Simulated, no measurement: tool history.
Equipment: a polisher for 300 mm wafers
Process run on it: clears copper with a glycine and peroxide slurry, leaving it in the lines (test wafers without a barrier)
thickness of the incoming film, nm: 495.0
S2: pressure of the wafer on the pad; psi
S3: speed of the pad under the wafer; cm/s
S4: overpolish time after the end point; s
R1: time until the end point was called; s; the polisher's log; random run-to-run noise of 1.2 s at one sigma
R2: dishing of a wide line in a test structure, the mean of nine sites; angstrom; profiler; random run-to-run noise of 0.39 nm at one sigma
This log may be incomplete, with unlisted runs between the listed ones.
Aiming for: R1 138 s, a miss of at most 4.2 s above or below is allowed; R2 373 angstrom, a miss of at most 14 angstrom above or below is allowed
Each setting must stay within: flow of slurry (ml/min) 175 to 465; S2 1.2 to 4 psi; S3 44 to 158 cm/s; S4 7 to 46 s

run 1 day=0 | flow_of_slurry_(ml/min)=295 S2=2.6 S3=100 S4=24 | R1=118.64 R2=554.94
run 2 day=0.271 | flow_of_slurry_(ml/min)=295 S2=2.5 S3=100 S4=21 | R1=125.58 R2=481.01
run 3 day=0.296 | flow_of_slurry_(ml/min)=295 S2=2.4 S3=100 S4=19 | R1=128.62 R2=440.31
run 4 day=0.333 | flow_of_slurry_(ml/min)=295 S2=2.4 S3=118 S4=19 | R1=113.81 R2=476.96
run 5 day=0.508 | flow_of_slurry_(ml/min)=295 S2=1.8 S3=118 S4=19 | R1=139.81 R2=404.22
run 6 day=0.583 | flow_of_slurry_(ml/min)=350 S2=1.8 S3=118 S4=19 | R1=138.11 R2=407.56
run 7 day=0.625 | flow_of_slurry_(ml/min)=350 S2=1.8 S3=118 S4=18 | R1=141.95 R2=389.99
-- day=0.829 worn pad replaced by a new one
run 8 day=0.829 | flow_of_slurry_(ml/min)=350 S2=1.8 S3=118 S4=17 | R1=128.66 R2=400.21
run 9 day=0.883 | flow_of_slurry_(ml/min)=350 S2=1.8 S3=118 S4=17 | R1=127.76 R2=393.66
run 10 day=0.975 | flow_of_slurry_(ml/min)=335 S2=1.8 S3=118 S4=17 | R1=129.31 R2=397.88

Which one of the following 4 next-run settings gets every result inside its allowed miss? There is exactly one.
run A day=1.067 | flow_of_slurry_(ml/min)=335 S2=1.4 S3=140 S4=17 | R1=? R2=?
run B day=1.067 | flow_of_slurry_(ml/min)=430 S2=1.4 S3=134 S4=21 | R1=? R2=?
run C day=1.067 | flow_of_slurry_(ml/min)=330 S2=1.7 S3=114 S4=22 | R1=? R2=?
run D day=1.067 | flow_of_slurry_(ml/min)=300 S2=1.8 S3=102 S4=21 | R1=? R2=?

move=A R1=137.14 R2=378.12
move=B R1=139.84 R2=437.2
move=C R1=138.45 R2=461.95
move=D R1=145.1 R2=434.32
A: in spec on every target
B: the furthest-off result lands on target, but another misses its tolerance
C: the furthest-off result lands on target, but another misses its tolerance
D: carries the result that was furthest off beyond its target, to the other side
The right move is A.
